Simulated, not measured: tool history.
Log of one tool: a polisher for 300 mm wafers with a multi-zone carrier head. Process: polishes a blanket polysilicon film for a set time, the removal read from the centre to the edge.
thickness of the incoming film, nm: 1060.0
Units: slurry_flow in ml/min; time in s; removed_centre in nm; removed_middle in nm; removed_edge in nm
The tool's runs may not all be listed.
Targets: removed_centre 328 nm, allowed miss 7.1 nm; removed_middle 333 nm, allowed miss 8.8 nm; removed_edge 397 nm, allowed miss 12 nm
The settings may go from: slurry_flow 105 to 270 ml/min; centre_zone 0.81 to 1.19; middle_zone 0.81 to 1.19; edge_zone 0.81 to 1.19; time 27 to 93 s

Run 1, day 0: slurry_flow 175 ml/min, centre_zone 1, middle_zone 1, edge_zone 1, time 59 s. Result: removed_centre 422.59 nm, removed_middle 414.53 nm, removed_edge 426.72 nm.
Run 2, day 0.121: slurry_flow 175 ml/min, centre_zone 0.96, middle_zone 1, edge_zone 1, time 59 s. Result: removed_centre 404.17 nm, removed_middle 420.37 nm, removed_edge 432.38 nm.
Run 3, day 0.479: slurry_flow 175 ml/min, centre_zone 0.96, middle_zone 1, edge_zone 1, time 69 s. Result: removed_centre 474.94 nm, removed_middle 492.13 nm, removed_edge 496.07 nm.
Run 4, day 0.567: slurry_flow 175 ml/min, centre_zone 0.96, middle_zone 0.92, edge_zone 1, time 69 s. Result: removed_centre 470.26 nm, removed_middle 459.97 nm, removed_edge 503.35 nm.
Run 5, day 0.788: slurry_flow 160 ml/min, centre_zone 0.94, middle_zone 0.89, edge_zone 0.98, time 66 s. Result: removed_centre 435.05 nm, removed_middle 420.49 nm, removed_edge 463.81 nm.
Run 6, day 0.942: slurry_flow 160 ml/min, centre_zone 0.94, middle_zone 0.89, edge_zone 1.01, time 66 s. Result: removed_centre 432.15 nm, removed_middle 421.26 nm, removed_edge 470.78 nm.
Run 7, day 1.121: slurry_flow 150 ml/min, centre_zone 0.92, middle_zone 0.87, edge_zone 1.01, time 64 s. Result: removed_centre 407.65 nm, removed_middle 395.09 nm, removed_edge 458.72 nm.
Run 8, day 1.425: slurry_flow 140 ml/min, centre_zone 0.89, middle_zone 0.86, edge_zone 0.99, time 63 s. Result: removed_centre 384.54 nm, removed_middle 373.51 nm, removed_edge 436.71 nm.
Run 9, day 1.646: slurry_flow 135 ml/min, centre_zone 0.87, middle_zone 0.86, edge_zone 0.98, time 62 s. Result: removed_centre 364.55 nm, removed_middle 367.99 nm, removed_edge 428.46 nm.
Run 10, day 1.908: slurry_flow 130 ml/min, centre_zone 0.86, middle_zone 0.85, edge_zone 0.96, time 62 s. Result: removed_centre 355.91 nm, removed_middle 363.08 nm, removed_edge 419.5 nm.
Run 11, day 2.012: slurry_flow 125 ml/min, centre_zone 0.85, middle_zone 0.84, edge_zone 0.95, time 62 s. Result: removed_centre 344.83 nm, removed_middle 354.91 nm, removed_edge 418.42 nm.
Run 12, day 2.308: slurry_flow 120 ml/min, centre_zone 0.85, middle_zone 0.83, edge_zone 0.94, time 62 s. Result: removed_centre 342.27 nm, removed_middle 353.98 nm, removed_edge 413.91 nm.
Run 13, day 2.354: slurry_flow 120 ml/min, centre_zone 0.85, middle_zone 0.82, edge_zone 0.94, time 61 s. Result: removed_centre 335.02 nm, removed_middle 343.81 nm, removed_edge 407.6 nm.
Run 14, day 2.508: slurry_flow 105 ml/min, centre_zone 0.85, middle_zone 0.81, edge_zone 0.92, time 60 s. Result: removed_centre 315.77 nm, removed_middle 318.39 nm, removed_edge 385.94 nm.
Run 15, day 2.867: slurry_flow 110 ml/min, centre_zone 0.85, middle_zone 0.81, edge_zone 0.92, time 60 s. Result: removed_centre 320.44 nm, removed_middle 323.85 nm, removed_edge 382.39 nm.
Run 16, day 2.912: slurry_flow 125 ml/min, centre_zone 0.85, middle_zone 0.81, edge_zone 0.98, time 60 s. Result: removed_centre 335.53 nm, removed_middle 335.18 nm, removed_edge 409.6 nm.

Which of these 4 next moves meets every target?
Run A, day 2.958: slurry_flow 125 ml/min, centre_zone 0.87, middle_zone 0.81, edge_zone 1.05, time 60 s. Result: removed_centre ?, removed_middle ?, removed_edge ?.
Run B, day 2.958: slurry_flow 110 ml/min, centre_zone 0.84, middle_zone 0.81, edge_zone 1.17, time 58 s. Result: removed_centre ?, removed_middle ?, removed_edge ?.
Run C, day 2.958: slurry_flow 110 ml/min, centre_zone 0.87, middle_zone 0.85, edge_zone 0.96, time 60 s. Result: removed_centre ?, removed_middle ?, removed_edge ?.
Run D, day 2.958: slurry_flow 130 ml/min, centre_zone 0.87, middle_zone 0.81, edge_zone 0.96, time 55 s. Result: removed_centre ?, removed_middle ?, removed_edge ?.

move  removed_centre  removed_middle  removed_edge
   A          346.37           334.8           430
   B          309.68          311.84        427.81
   C             332          335.62        401.39
   D          321.25           310.1        380.36
A: further off than the last run
B: takes the result that was furthest off past its target
C: meets every target
D: brings the result that was furthest off to its target, and leaves another outside
Answer: C

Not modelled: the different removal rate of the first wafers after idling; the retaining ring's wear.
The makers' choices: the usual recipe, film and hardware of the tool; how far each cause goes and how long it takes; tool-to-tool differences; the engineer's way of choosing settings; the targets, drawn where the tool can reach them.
